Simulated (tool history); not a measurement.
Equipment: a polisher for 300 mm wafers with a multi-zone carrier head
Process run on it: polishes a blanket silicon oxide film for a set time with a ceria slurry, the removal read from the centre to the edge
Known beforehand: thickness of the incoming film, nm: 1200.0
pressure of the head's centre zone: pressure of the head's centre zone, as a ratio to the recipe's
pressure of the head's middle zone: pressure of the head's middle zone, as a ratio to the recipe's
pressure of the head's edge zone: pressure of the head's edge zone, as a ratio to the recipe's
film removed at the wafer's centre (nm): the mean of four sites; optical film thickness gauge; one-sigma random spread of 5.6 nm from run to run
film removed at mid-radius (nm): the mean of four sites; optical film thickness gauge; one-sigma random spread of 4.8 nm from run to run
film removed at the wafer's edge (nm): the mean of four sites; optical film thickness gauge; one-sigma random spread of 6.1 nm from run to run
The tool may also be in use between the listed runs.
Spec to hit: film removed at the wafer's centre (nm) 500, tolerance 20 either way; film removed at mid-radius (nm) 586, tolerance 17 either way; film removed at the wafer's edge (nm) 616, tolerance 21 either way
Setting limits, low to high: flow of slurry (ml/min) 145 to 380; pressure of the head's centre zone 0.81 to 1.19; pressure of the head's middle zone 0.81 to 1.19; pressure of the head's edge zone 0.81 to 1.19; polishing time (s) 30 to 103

run,hour,flow of slurry (ml/min),pressure of the head's centre zone,pressure of the head's middle zone,pressure of the head's edge zone,polishing time (s),film removed at the wafer's centre (nm),film removed at mid-radius (nm),film removed at the wafer's edge (nm)
1,0,245,1,1,1,66,435.51,411.63,423.37
2,2.6,250,0.95,1.02,1.06,72,443.33,463.81,478.98
3,7,250,0.95,1.02,1.06,62,389.05,394.89,406.19
4,14.6,250,0.95,1.02,1.03,62,381.6,399.59,405.8
5,15.8,250,0.95,1.02,0.96,62,379.73,405.01,393.59
6,18.7,250,0.92,1.02,0.96,62,374.32,399.75,394
7,20.8,250,0.9,1.03,1.01,70,421.17,456,461.41
8,26.1,255,0.88,1.04,1.05,75,430.31,491.19,493.14
9,28.3,240,0.86,1.01,1.15,93,522.34,577.09,643.4

Pick the move, out of 4, that brings all results within their allowed miss; only one does.
A,30.5,270,0.84,0.9,1.19,98,?,?,?
B,30.5,315,0.98,0.95,1.16,87,?,?,?
C,30.5,245,0.83,1,1.05,92,?,?,?
D,30.5,275,0.93,0.93,1.09,90,?,?,?

move,film removed at the wafer's centre (nm),film removed at mid-radius (nm),film removed at the wafer's edge (nm)
A,536.69,566.96,698.18
B,567,534.91,618.92
C,491.56,574.54,608.54
D,547.57,536.04,613.61
A: moves away from the targets compared with the last run
B: brings the result that was furthest off to its target, and leaves another outside
C: every result lands within tolerance
D: brings the result that was furthest off to its target, and leaves another outside
C is the move that brings every result within its allowed miss.
